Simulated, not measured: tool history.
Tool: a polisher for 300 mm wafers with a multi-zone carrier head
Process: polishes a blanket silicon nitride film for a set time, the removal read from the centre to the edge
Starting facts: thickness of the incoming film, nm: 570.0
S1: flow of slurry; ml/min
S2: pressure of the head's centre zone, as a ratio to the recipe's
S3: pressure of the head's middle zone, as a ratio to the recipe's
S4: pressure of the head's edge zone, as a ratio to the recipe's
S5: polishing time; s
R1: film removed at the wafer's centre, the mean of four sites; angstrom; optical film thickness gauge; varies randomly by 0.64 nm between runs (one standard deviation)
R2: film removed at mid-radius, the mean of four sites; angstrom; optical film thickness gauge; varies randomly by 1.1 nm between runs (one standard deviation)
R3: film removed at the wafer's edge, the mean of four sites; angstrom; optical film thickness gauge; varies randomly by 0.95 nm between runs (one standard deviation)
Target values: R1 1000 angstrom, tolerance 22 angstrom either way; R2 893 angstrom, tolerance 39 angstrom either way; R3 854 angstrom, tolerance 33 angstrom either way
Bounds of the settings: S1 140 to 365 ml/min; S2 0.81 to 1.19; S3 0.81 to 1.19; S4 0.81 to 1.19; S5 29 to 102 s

run	hour	S1	S2	S3	S4	S5	R1	R2	R3
1	0	235	1	1	1	65	1460.5	1482.7	1453.5
2	1.1	180	1	1	1	65	1387.1	1434.6	1417.2
3	8.6	180	1	0.94	1	65	1398.2	1344.5	1429.9
4	10.7	180	0.96	0.94	1	65	1329.2	1363	1435.9
5	12	180	0.96	0.94	0.93	65	1327	1356.6	1374.6
6	20.3	180	0.96	0.94	0.93	52	1066.7	1084	1122
7	21.6	185	0.98	0.94	0.91	50	1049.1	1052.6	1070.2
8	22.3	190	1	0.94	0.9	48	1036.3	999.26	997.77
9	25.7	190	1.01	0.94	0.89	47	1043.1	988.08	1005.6
10	31.8	195	1.02	0.94	0.88	46	1021.9	982.38	972.18
11	32.4	195	1.03	0.94	0.87	45	1015.7	960.27	949.82
12	41	195	1.04	0.94	0.86	44	991.03	931.69	915.92
13	49	195	1.05	0.94	0.85	44	1020.3	941.53	911.29
14	54.6	190	1.05	0.94	0.84	44	1006	928.88	906.17

4 next moves are on the table. One of them brings every result within its allowed miss. Which?
A	60.2	245	1.11	0.97	0.87	40	?	?	?
B	60.2	225	1	0.81	0.92	42	?	?	?
C	60.2	215	1.05	0.95	0.91	43	?	?	?
D	60.2	270	1.06	1.09	0.81	41	?	?	?

move	R1	R2	R3
A	1006.2	878.05	841.47
B	937.97	785.53	900.59
C	1002.2	911.15	911.18
D	998.47	1005.7	841.71
A: each result inside its tolerance
B: misses by more than the last run did
C: misses by more than the last run did
D: brings the result that was furthest off to its target, and leaves another outside
A is the move that brings every result within its allowed miss.
